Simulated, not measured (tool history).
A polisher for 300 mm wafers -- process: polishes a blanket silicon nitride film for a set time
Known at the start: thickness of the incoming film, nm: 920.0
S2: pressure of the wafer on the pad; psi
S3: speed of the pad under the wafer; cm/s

Run 1, hour 0: flow of slurry (ml/min) 230, S2 4.8 psi, S3 102 cm/s, polishing time (s) 42. Result: film removed (nm) 95.116.
Run 2, hour 2.5: flow of slurry (ml/min) 230, S2 4.2 psi, S3 98 cm/s, polishing time (s) 42. Result: film removed (nm) 80.912.
Run 3, hour 5.3: flow of slurry (ml/min) 230, S2 3.8 psi, S3 96 cm/s, polishing time (s) 42. Result: film removed (nm) 72.008.
Run 4, hour 14.3: flow of slurry (ml/min) 195, S2 3.8 psi, S3 96 cm/s, polishing time (s) 42. Result: film removed (nm) 71.544.
Run 5, hour 18.8: flow of slurry (ml/min) 235, S2 3.8 psi, S3 96 cm/s, polishing time (s) 42. Result: film removed (nm) 72.09.
Run 6, hour 25.5: flow of slurry (ml/min) 235, S2 4.8 psi, S3 96 cm/s, polishing time (s) 42. Result: film removed (nm) 87.554.
Run 7, hour 30.5: flow of slurry (ml/min) 235, S2 4.3 psi, S3 94 cm/s, polishing time (s) 42. Result: film removed (nm) 80.304.
Run 8, hour 34.6: flow of slurry (ml/min) 235, S2 3.8 psi, S3 92 cm/s, polishing time (s) 42. Result: film removed (nm) 69.628.

Run 9, settings as shown, results not yet in. Your forecast:
Run 9, hour 40: flow of slurry (ml/min) 235, S2 3.5 psi, S3 92 cm/s, polishing time (s) 42. Result: film removed (nm) ?.

Run 9 gave film removed (nm) 64.603.
